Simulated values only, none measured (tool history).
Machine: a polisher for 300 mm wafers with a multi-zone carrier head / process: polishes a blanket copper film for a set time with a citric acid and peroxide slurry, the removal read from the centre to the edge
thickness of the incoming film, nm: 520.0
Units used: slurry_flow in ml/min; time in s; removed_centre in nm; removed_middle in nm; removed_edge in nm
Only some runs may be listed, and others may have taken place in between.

Run 1, day 0: slurry_flow 125 ml/min, centre_zone 1, middle_zone 1, edge_zone 1, slurry_solids 1, time 62 s. Result: removed_centre 109.85 nm, removed_middle 109.49 nm, removed_edge 112.59 nm.
Run 2, day 0.3: slurry_flow 100 ml/min, centre_zone 1, middle_zone 1, edge_zone 1, slurry_solids 1, time 62 s. Result: removed_centre 103 nm, removed_middle 106.32 nm, removed_edge 106.49 nm.
Run 3, day 0.571: slurry_flow 100 ml/min, centre_zone 1, middle_zone 1, edge_zone 1.06, slurry_solids 1, time 62 s. Result: removed_centre 102.75 nm, removed_middle 107.75 nm, removed_edge 110.32 nm.
Run 4, day 0.833: slurry_flow 100 ml/min, centre_zone 1, middle_zone 1.08, edge_zone 1.06, slurry_solids 1, time 62 s. Result: removed_centre 103.18 nm, removed_middle 112.24 nm, removed_edge 112.35 nm.
Run 5, day 0.917: slurry_flow 115 ml/min, centre_zone 1, middle_zone 1.08, edge_zone 1.06, slurry_solids 1, time 62 s. Result: removed_centre 109.69 nm, removed_middle 115.76 nm, removed_edge 113.79 nm.
Run 6, day 1.012: slurry_flow 115 ml/min, centre_zone 1.04, middle_zone 1.08, edge_zone 1.06, slurry_solids 1, time 62 s. Result: removed_centre 109.78 nm, removed_middle 117.1 nm, removed_edge 116.22 nm.
Run 7, day 1.138: slurry_flow 130 ml/min, centre_zone 1.06, middle_zone 1.09, edge_zone 1.06, slurry_solids 1.1, time 63 s. Result: removed_centre 120.88 nm, removed_middle 125.13 nm, removed_edge 122.78 nm.
Run 8, day 1.262: slurry_flow 140 ml/min, centre_zone 1.08, middle_zone 1.1, edge_zone 1.08, slurry_solids 1.2, time 64 s. Result: removed_centre 133.1 nm, removed_middle 133.65 nm, removed_edge 131.19 nm.

Run 9 has not been measured yet. What should we expect?
Run 9, day 1.583: slurry_flow 175 ml/min, centre_zone 1.09, middle_zone 1.14, edge_zone 1.18, slurry_solids 1.45, time 72 s. Result: removed_centre ?, removed_middle ?, removed_edge ?.

{"run 9": {"removed_centre": 163.63, "removed_middle": 167.82, "removed_edge": 161.48}}
